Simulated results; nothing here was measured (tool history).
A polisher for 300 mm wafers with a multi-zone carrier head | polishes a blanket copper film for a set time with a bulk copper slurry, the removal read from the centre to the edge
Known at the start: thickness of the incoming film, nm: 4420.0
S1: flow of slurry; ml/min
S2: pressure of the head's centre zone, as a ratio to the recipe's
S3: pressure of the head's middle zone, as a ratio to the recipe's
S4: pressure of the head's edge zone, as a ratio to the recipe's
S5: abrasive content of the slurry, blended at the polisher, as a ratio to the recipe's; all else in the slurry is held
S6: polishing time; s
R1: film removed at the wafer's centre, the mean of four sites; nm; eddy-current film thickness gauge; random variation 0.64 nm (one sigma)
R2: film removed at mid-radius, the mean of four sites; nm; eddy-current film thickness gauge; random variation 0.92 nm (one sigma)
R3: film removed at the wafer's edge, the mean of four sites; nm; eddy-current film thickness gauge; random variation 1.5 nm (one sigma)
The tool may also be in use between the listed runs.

run 1 hour=0 | S1=130 S2=1 S3=1 S4=1 S5=1 S6=37 | R1=232.45 R2=231.73 R3=232.4
run 2 hour=9 | S1=130 S2=1 S3=0.92 S4=1 S5=1 S6=37 | R1=235.49 R2=217.92 R3=233.6
run 3 hour=12.3 | S1=130 S2=1.08 S3=0.92 S4=1 S5=1 S6=37 | R1=253.69 R2=219.25 R3=231.54
run 4 hour=19.9 | S1=130 S2=1.11 S3=0.92 S4=1 S5=1 S6=37 | R1=260.55 R2=218.51 R3=238.99
run 5 hour=24.6 | S1=130 S2=1.11 S3=0.92 S4=1 S5=1 S6=28 | R1=196.53 R2=165.03 R3=176.46
run 6 hour=27.6 | S1=130 S2=1.11 S3=0.92 S4=1 S5=1.15 S6=28 | R1=203.76 R2=171.05 R3=182.31
run 7 hour=30.1 | S1=120 S2=1.05 S3=0.9 S4=1.02 S5=1 S6=26 | R1=169.04 R2=148 R3=160.91
run 8 hour=35.2 | S1=110 S2=1 S3=0.88 S4=1.05 S5=0.9 S6=25 | R1=147.64 R2=132.27 R3=152.93
run 9 hour=38.1 | S1=105 S2=0.96 S3=0.87 S4=1.05 S5=0.8 S6=25 | R1=134.73 R2=127.58 R3=146.67
run 10 hour=45.1 | S1=100 S2=0.94 S3=0.86 S4=1.06 S5=0.75 S6=25 | R1=127.68 R2=122.95 R3=144.63
run 11 hour=48.9 | S1=95 S2=0.93 S3=0.85 S4=1.06 S5=0.7 S6=25 | R1=121.25 R2=117.32 R3=139.93

Run 12 comes next. What will it give?
run 12 hour=51.3 | S1=95 S2=0.92 S3=0.84 S4=1.06 S5=0.65 S6=25 | R1=? R2=? R3=?

Run 12 gave R1 117.92 nm, R2 113.03 nm, R3 141.65 nm.
